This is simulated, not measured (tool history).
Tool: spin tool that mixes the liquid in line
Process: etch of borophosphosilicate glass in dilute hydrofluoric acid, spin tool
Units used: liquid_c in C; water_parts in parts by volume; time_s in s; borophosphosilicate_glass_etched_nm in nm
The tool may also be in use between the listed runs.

run	hour	liquid_c	water_parts	time_s	borophosphosilicate_glass_etched_nm
1	0	23	185	100	13.994
2	1.5	25	185	100	15.08
3	3.3	24	185	100	14.471
4	9.4	23	185	100	14.006
5	14.6	22	185	100	13.667
6	23.2	23.5	185	100	14.227
7	27.7	22.5	185	100	13.924
8	31.6	22.5	185	100	13.712

Run 9 has not been measured yet. What should we expect?
9	37	22	185	100	?

borophosphosilicate_glass_etched_nm: 13.513 nm
